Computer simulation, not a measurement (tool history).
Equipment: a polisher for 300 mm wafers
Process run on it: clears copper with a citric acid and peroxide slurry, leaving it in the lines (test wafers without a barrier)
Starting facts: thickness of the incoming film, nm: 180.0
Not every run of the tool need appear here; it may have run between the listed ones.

run	hour	flow of slurry (ml/min)	pressure of the wafer on the pad (psi)	speed of the pad under the wafer (m/s)	abrasive content of the slurry	overpolish time after the end point (s)	time until the end point was called (s)	dishing of a wide line in a test structure (angstrom)
1	0.0	175	2.8	0.88	1.0	9	90.919	130.550
2	1.8	175	2.5	0.88	1.0	9	98.952	116.630
3	8.3	175	2.5	0.88	1.2	9	100.610	122.450
4	9.3	175	2.5	0.88	1.1	9	101.170	121.810
5	16.0	175	2.1	0.86	1.1	10	125.740	110.070
6	16.9	175	2.1	0.86	1.2	10	124.090	107.160
7	20.1	155	1.4	0.84	1.1	13	178.450	92.704

Run 8 comes next. What will it give?
8	22.0	165	1.5	0.84	1.1	13	?	?

For run 8 the tool returned time until the end point was called (s) 175.970, dishing of a wide line in a test structure (angstrom) 99.513.

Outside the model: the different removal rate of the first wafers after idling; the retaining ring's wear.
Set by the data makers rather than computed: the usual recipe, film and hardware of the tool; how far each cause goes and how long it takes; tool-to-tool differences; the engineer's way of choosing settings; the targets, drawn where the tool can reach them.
